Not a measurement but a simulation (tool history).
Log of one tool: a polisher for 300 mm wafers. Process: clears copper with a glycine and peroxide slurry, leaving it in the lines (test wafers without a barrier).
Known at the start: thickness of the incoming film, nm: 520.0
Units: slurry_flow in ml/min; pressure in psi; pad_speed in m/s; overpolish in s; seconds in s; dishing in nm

run,hour,slurry_flow,pressure,pad_speed,overpolish,seconds,dishing
1,0,260,2.6,0.9,20,90.481,67.26
2,3.4,200,2.6,0.9,20,93.933,66.837
3,4.6,200,2.2,0.9,20,108.26,59.566
4,9.2,200,2.2,1,20,100.05,64.401
5,14.5,195,2.4,1.02,23,90.978,75.817
6,22.2,195,2.9,1.02,23,77.273,82.57
7,29.7,195,2.9,1.02,23,79.479,81.76

The next listed run, before its measurement:
8,35.3,190,2.9,1.02,25,?,?

{"run 8": {"seconds": 78.34, "dishing": 84.848}}

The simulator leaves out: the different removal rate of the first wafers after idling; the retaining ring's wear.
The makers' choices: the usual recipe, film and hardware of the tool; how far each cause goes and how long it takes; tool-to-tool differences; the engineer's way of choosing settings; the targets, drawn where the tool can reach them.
